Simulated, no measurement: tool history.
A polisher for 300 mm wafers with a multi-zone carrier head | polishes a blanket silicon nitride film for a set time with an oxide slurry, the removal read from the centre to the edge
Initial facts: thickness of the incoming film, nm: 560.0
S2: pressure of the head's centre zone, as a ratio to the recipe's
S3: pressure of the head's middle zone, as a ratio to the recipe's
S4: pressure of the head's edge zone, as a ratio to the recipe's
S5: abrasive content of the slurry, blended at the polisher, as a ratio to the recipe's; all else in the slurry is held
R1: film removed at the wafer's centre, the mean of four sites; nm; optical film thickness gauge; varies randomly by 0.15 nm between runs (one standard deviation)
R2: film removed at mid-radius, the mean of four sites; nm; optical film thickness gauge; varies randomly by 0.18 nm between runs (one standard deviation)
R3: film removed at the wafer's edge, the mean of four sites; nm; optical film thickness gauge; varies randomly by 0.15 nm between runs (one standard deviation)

{"run": 1, "day": 0.0, "flow of slurry (ml/min)": 270, "S2": 1, "S3": 1, "S4": 1, "S5": 1, "polishing time (s)": 52, "R1": 24.521, "R2": 24.881, "R3": 25.313}
{"run": 2, "day": 0.088, "flow of slurry (ml/min)": 270, "S2": 1, "S3": 1, "S4": 0.93, "S5": 1, "polishing time (s)": 52, "R1": 24.804, "R2": 24.827, "R3": 25.397}
{"run": 3, "day": 0.142, "flow of slurry (ml/min)": 270, "S2": 1, "S3": 1, "S4": 0.93, "S5": 0.9, "polishing time (s)": 52, "R1": 24.277, "R2": 23.998, "R3": 23.881}
{"run": 4, "day": 0.279, "flow of slurry (ml/min)": 270, "S2": 1, "S3": 1.02, "S4": 0.92, "S5": 0.8, "polishing time (s)": 48, "R1": 21.606, "R2": 21.616, "R3": 21.258}
{"run": 5, "day": 0.354, "flow of slurry (ml/min)": 270, "S2": 1, "S3": 1.02, "S4": 0.92, "S5": 0.8, "polishing time (s)": 42, "R1": 18.826, "R2": 18.829, "R3": 18.281}
{"run": 6, "day": 0.529, "flow of slurry (ml/min)": 270, "S2": 1, "S3": 1.02, "S4": 0.92, "S5": 0.6, "polishing time (s)": 42, "R1": 16.899, "R2": 17.058, "R3": 17.092}
{"day": 0.9, "done": "slurry nozzle cleaned"}
{"run": 7, "day": 0.9, "flow of slurry (ml/min)": 285, "S2": 1.1, "S3": 1.12, "S4": 0.82, "S5": 0.5, "polishing time (s)": 30, "R1": 13.061, "R2": 13.315, "R3": 11.381}
{"run": 8, "day": 1.083, "flow of slurry (ml/min)": 290, "S2": 1.11, "S3": 1.13, "S4": 0.84, "S5": 0.55, "polishing time (s)": 30, "R1": 13.963, "R2": 14.203, "R3": 12.009}

Run 9 is up next; what results do you expect?
{"run": 9, "day": 1.25, "flow of slurry (ml/min)": 295, "S2": 1.11, "S3": 1.13, "S4": 0.86, "S5": 0.55, "polishing time (s)": 30, "R1": "?", "R2": "?", "R3": "?"}

R1: 13.918 nm
R2: 13.835 nm
R3: 11.809 nm
